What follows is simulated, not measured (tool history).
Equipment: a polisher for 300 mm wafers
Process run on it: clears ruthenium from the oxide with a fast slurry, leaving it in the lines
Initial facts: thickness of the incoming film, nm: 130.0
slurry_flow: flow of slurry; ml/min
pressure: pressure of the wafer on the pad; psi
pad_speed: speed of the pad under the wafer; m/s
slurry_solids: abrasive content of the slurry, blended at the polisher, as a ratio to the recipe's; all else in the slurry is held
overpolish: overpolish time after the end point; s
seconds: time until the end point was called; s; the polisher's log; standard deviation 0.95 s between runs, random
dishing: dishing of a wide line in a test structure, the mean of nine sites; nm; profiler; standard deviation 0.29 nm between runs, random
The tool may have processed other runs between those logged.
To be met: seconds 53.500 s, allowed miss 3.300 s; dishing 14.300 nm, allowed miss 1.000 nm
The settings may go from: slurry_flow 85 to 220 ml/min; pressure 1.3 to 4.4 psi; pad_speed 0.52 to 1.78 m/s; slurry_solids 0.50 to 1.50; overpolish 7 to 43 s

run	hour	slurry_flow	pressure	pad_speed	slurry_solids	overpolish	seconds	dishing
1	0.0	140	2.8	1.14	1.00	22	23.546	74.103
2	1.8	140	3.2	1.14	1.00	22	21.229	80.089
3	4.8	140	3.7	1.14	1.00	22	18.258	90.306
4	10.4	140	3.4	1.06	0.95	20	21.713	75.226
5	19.2	140	3.4	1.06	0.75	20	22.720	69.137
6	22.3	140	3.4	1.22	0.75	20	20.435	77.670
7	24.4	140	3.2	1.12	0.70	18	24.606	64.391
8	28.1	135	3.1	1.04	0.65	17	27.290	53.665
9	29.8	130	3.0	0.98	0.65	16	29.620	46.879
10	36.5	125	2.9	0.92	0.65	15	31.636	40.330
11	45.5	120	2.8	0.86	0.70	14	35.257	36.584
12	46.3	115	2.8	0.82	0.65	13	36.857	30.262
13	47.9	110	2.7	0.78	0.70	12	39.789	27.402
14	50.0	105	2.6	0.74	0.75	11	43.239	24.116
15	57.1	100	2.6	0.72	0.80	10	42.732	21.889
16	60.1	100	2.5	0.72	0.80	10	42.892	20.958
17	67.8	100	2.4	0.72	0.80	10	45.899	20.788
18	72.9	100	2.3	0.72	0.85	10	46.891	19.919

Of the 5 settings listed for the next run, only one would bring every result within its allowed miss of target. Which one?
A	78.0	125	2.5	0.56	1.00	7	?	?
B	78.0	115	2.3	0.56	0.95	8	?	?
C	78.0	125	2.5	0.60	0.95	7	?	?
D	78.0	85	2.2	0.64	0.95	7	?	?
E	78.0	90	2.4	0.70	0.85	9	?	?

move	seconds	dishing
A	47.265	13.827
B	52.865	14.117
C	45.701	14.282
D	53.303	12.314
E	46.870	17.726
A: brings the last run's worst result on target, with another outside its allowed miss
B: hits every target within its allowed miss
C: brings the last run's worst result on target, with another outside its allowed miss
D: pushes the last run's worst result past its target
E: an improvement on the last run, though not all results are within tolerance
B meets every target.

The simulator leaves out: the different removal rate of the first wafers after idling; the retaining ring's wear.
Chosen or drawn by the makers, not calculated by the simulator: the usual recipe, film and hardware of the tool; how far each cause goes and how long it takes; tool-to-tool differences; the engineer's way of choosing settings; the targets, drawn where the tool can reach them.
